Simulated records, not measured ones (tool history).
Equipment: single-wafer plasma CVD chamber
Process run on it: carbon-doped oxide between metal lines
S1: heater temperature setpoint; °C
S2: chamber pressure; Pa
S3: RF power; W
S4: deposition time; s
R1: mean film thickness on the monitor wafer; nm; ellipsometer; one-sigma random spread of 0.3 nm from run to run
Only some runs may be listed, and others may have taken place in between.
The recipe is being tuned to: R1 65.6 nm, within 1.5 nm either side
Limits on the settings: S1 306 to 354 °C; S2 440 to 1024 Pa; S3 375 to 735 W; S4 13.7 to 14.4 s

run	hour	S1	S2	S3	S4	R1
1	0	330	732	555	14.4	78.629
2	3.5	330	732	615	14.4	82.788
3	6.9	331	720	600	14.3	81.157
4	15.7	331	720	545	14.3	77.356
5	17.2	332	712	530	14.3	76.434
6	20.8	332	712	530	14.4	76.527
7	27.7	333	707	515	14.4	74.266
8	29	334	696	510	14.4	74.332
9	32.9	335	689	500	14.4	73.224
10	33.7	336	683	495	14.4	72.513
11	38.4	337	676	490	14.4	71.727

Pick the move, out of 5, that brings all results within their allowed miss; only one does.
A	43.1	336	644	590	14.4	?
B	43.1	334	711	560	13.7	?
C	43.1	337	681	470	14.4	?
D	43.1	346	785	465	14.4	?
E	43.1	345	529	505	13.7	?

move	R1
A	79.785
B	75.164
C	70.912
D	69.211
E	66.73
A: further off than the last run
B: further off than the last run
C: better than the last run, though not everything is in spec
D: better than the last run, though not everything is in spec
E: in spec on every target
So the answer is move E, the one that meets all the targets.
